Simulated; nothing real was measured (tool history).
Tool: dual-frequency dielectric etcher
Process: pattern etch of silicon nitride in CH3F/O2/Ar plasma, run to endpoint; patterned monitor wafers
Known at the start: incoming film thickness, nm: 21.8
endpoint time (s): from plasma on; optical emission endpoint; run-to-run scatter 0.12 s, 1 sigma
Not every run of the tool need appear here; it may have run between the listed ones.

| run | hour | source power (kW) | bias power (kW) | endpoint time (s) |
|---|---|---|---|---|
| 1 | 0.0 | 0.520 | 0.097 | 24.477 |
| 2 | 6.8 | 0.450 | 0.097 | 26.268 |
| 3 | 10.0 | 0.450 | 0.103 | 25.791 |
| 4 | 11.2 | 0.390 | 0.103 | 27.751 |
| 5 | 18.6 | 0.450 | 0.103 | 25.943 |
| 6 | 21.4 | 0.450 | 0.120 | 25.070 |

What will run 7 give?
| 7 | 26.4 | 0.500 | 0.122 | ? |

endpoint time (s): 23.575
